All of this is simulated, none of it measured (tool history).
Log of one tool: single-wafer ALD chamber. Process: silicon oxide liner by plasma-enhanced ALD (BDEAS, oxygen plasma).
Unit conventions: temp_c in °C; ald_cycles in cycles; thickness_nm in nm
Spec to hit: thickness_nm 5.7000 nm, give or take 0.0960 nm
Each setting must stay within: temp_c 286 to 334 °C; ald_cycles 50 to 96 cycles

run    day  temp_c  ald_cycles  thickness_nm
  1  0.000     310          73        6.9017
  2  0.029     310          82        7.6817
  3  0.208     304          82        7.7862
  4  0.488     304          90        8.5279
  5  0.746     309          90        8.4029
  6  1.112     312          85        7.9015
  7  1.192     314          80        7.4774
  8  1.383     315          76        7.0595
  9  1.554     316          73        6.7746
 10  1.850     317          71        6.5864

Next run, 5 choices. One meets every target within its allowed miss, the rest don't. Which?
  A  2.146     317          65             ?
  B  2.146     311          61             ?
  C  2.146     299          81             ?
  D  2.146     314          59             ?
  E  2.146     331          68             ?

move  thickness_nm
   A        6.0447
   B        5.7284
   C        7.7986
   D        5.5136
   E        6.1790
A: gains on the last run, yet a result remains outside its allowed miss
B: all results in spec
C: misses by more than the last run did
D: carries the result that was furthest off beyond its target, to the other side
E: gains on the last run, yet a result remains outside its allowed miss
The move that meets every target is B.
